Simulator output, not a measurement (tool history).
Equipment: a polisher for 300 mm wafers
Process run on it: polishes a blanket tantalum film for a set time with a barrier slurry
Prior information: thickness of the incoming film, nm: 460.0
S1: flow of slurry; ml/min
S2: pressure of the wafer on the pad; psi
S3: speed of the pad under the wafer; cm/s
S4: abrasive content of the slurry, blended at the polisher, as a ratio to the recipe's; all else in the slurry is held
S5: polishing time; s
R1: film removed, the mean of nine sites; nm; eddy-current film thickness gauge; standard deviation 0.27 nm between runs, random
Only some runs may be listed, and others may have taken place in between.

| run | day | S1 | S2 | S3 | S4 | S5 | R1 |
|---|---|---|---|---|---|---|---|
| 1 | 0.000 | 195 | 1.5 | 124 | 1.00 | 39 | 48.555 |
| 2 | 0.258 | 190 | 1.4 | 124 | 1.00 | 39 | 45.538 |
| 3 | 0.317 | 180 | 1.2 | 124 | 1.00 | 39 | 38.823 |
| 4 | 0.375 | 175 | 1.2 | 124 | 1.00 | 39 | 38.856 |
| 5 | 0.504 | 175 | 1.2 | 124 | 1.15 | 39 | 40.786 |
| 6 | 0.862 | 175 | 1.1 | 124 | 1.15 | 39 | 37.647 |
| 7 | 1.200 | 170 | 1.1 | 124 | 1.15 | 39 | 37.922 |

The next listed run, before its measurement:
| 8 | 1.304 | 165 | 1.0 | 124 | 1.15 | 39 | ? |

{"run 8": {"R1": 34.13}}

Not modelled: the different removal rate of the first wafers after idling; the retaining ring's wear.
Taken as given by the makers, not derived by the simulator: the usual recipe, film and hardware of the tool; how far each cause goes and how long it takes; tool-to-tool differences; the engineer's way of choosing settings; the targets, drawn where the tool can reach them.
